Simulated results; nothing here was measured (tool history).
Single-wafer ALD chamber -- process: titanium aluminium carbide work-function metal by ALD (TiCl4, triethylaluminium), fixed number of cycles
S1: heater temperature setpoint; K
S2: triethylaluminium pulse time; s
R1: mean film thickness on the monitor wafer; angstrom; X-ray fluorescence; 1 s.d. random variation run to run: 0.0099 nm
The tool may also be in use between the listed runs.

Run 1, hour 0.0: S1 573.15 K, S2 15.05 s. Result: R1 19.307 angstrom.
Run 2, hour 8.3: S1 573.15 K, S2 17.07 s. Result: R1 19.369 angstrom.
Run 3, hour 15.9: S1 579.15 K, S2 17.07 s. Result: R1 19.904 angstrom.
Run 4, hour 17.3: S1 579.15 K, S2 21.21 s. Result: R1 19.736 angstrom.
Run 5, hour 21.2: S1 579.15 K, S2 18.48 s. Result: R1 20.000 angstrom.
Run 6, hour 24.6: S1 579.15 K, S2 22.19 s. Result: R1 19.783 angstrom.
Run 7, hour 25.7: S1 567.15 K, S2 24.68 s. Result: R1 18.743 angstrom.

Estimate the outcome of run 8 from the log above:
Run 8, hour 30.2: S1 565.15 K, S2 24.68 s. Result: R1 ?.

{"run 8": {"R1": 18.471}}

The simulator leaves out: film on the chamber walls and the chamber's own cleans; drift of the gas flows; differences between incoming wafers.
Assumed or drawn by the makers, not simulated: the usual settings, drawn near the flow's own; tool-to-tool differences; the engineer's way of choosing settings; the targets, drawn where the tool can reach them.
